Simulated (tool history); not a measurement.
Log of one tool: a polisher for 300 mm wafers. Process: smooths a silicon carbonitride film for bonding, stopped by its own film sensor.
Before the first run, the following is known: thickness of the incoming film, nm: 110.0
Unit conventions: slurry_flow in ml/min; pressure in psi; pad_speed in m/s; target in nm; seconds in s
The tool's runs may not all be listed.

run	hour	slurry_flow	pressure	pad_speed	slurry_solids	target	seconds
1	0.0	150	1.6	0.76	1.0	81	182.13
2	4.1	120	1.6	0.76	1.0	81	195.58
3	8.8	120	1.6	0.76	1.0	81	194.23
4	14.4	120	1.6	0.76	1.0	81	193.48
5	16.9	125	1.7	0.76	1.0	81	183.66
6	22.0	125	1.7	0.76	0.8	81	197.05
7	23.8	130	1.8	0.76	0.8	81	187.91
8	24.9	130	1.8	0.76	0.8	81	180.70
9	27.0	135	1.9	0.76	0.8	81	179.56
10	28.9	135	2.0	0.78	0.8	81	162.38
11	35.0	135	2.1	0.78	0.8	81	156.51

What does the tool deliver on the next run?
12	36.3	135	2.2	0.78	0.8	81	?

{"run 12": {"seconds": 146.59}}

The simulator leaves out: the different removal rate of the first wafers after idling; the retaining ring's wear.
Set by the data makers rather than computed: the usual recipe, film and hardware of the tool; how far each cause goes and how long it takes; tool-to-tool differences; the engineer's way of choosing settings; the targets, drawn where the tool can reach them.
